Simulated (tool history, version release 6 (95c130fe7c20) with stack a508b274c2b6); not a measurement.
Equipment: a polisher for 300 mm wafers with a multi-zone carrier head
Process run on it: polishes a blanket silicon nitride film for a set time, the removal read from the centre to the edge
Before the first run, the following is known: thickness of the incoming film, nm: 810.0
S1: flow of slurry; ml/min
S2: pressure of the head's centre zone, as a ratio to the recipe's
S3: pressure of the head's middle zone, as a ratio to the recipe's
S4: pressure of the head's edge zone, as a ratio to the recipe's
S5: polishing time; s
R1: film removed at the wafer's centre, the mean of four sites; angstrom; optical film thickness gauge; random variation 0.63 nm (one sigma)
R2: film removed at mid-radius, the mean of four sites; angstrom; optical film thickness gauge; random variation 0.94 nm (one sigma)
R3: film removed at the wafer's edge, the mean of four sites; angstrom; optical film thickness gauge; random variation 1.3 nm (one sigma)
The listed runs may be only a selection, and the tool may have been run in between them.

{"run": 1, "day": 0.0, "S1": 290, "S2": 1, "S3": 1, "S4": 1, "S5": 77, "R1": 1852, "R2": 1840.4, "R3": 1932.4}
{"run": 2, "day": 0.262, "S1": 290, "S2": 1, "S3": 1, "S4": 0.94, "S5": 77, "R1": 1829.2, "R2": 1841.4, "R3": 1826.1}
{"run": 3, "day": 0.354, "S1": 315, "S2": 1, "S3": 1, "S4": 0.94, "S5": 77, "R1": 1886.7, "R2": 1857.6, "R3": 1859.1}
{"run": 4, "day": 0.45, "S1": 315, "S2": 1.06, "S3": 1, "S4": 0.94, "S5": 77, "R1": 2011, "R2": 1836.5, "R3": 1868.1}
{"run": 5, "day": 0.475, "S1": 300, "S2": 1.01, "S3": 1, "S4": 0.91, "S5": 66, "R1": 1623.9, "R2": 1585.5, "R3": 1561}
{"run": 6, "day": 0.546, "S1": 285, "S2": 0.97, "S3": 1.01, "S4": 0.88, "S5": 58, "R1": 1339.7, "R2": 1361.2, "R3": 1342.9}
{"run": 7, "day": 0.65, "S1": 280, "S2": 0.95, "S3": 1.04, "S4": 0.86, "S5": 53, "R1": 1210.6, "R2": 1301.7, "R3": 1249.8}

What will run 8 give?
{"run": 8, "day": 0.904, "S1": 280, "S2": 0.94, "S3": 1.06, "S4": 0.85, "S5": 48, "R1": "?", "R2": "?", "R3": "?"}

Run 8 came out at R1 1080.1 angstrom, R2 1201.2 angstrom, R3 1089.3 angstrom.
